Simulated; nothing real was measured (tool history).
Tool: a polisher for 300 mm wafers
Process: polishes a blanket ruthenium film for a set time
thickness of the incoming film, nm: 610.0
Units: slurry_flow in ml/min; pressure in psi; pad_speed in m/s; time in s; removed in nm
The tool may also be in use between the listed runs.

run 1 hour=0 | slurry_flow=150 pressure=2.7 pad_speed=0.94 time=33 | removed=44.229
run 2 hour=6.2 | slurry_flow=150 pressure=2.7 pad_speed=1.06 time=33 | removed=50.124
run 3 hour=10.4 | slurry_flow=150 pressure=2.6 pad_speed=1.06 time=33 | removed=47.341
run 4 hour=15.6 | slurry_flow=150 pressure=2.6 pad_speed=1.28 time=33 | removed=57.09
run 5 hour=23.8 | slurry_flow=150 pressure=2.5 pad_speed=1.28 time=33 | removed=55.199
run 6 hour=27.3 | slurry_flow=150 pressure=2.4 pad_speed=1.28 time=33 | removed=53.399
run 7 hour=29.6 | slurry_flow=150 pressure=2.3 pad_speed=1.26 time=33 | removed=50.234
run 8 hour=30.8 | slurry_flow=150 pressure=2.2 pad_speed=1.26 time=33 | removed=47.471
run 9 hour=35.1 | slurry_flow=150 pressure=2.1 pad_speed=1.26 time=33 | removed=45.281
run 10 hour=37.4 | slurry_flow=150 pressure=2 pad_speed=1.26 time=33 | removed=43.897

What will run 11 give?
run 11 hour=43.5 | slurry_flow=150 pressure=1.9 pad_speed=1.26 time=33 | removed=?

Run 11 yielded removed 41.885 nm.
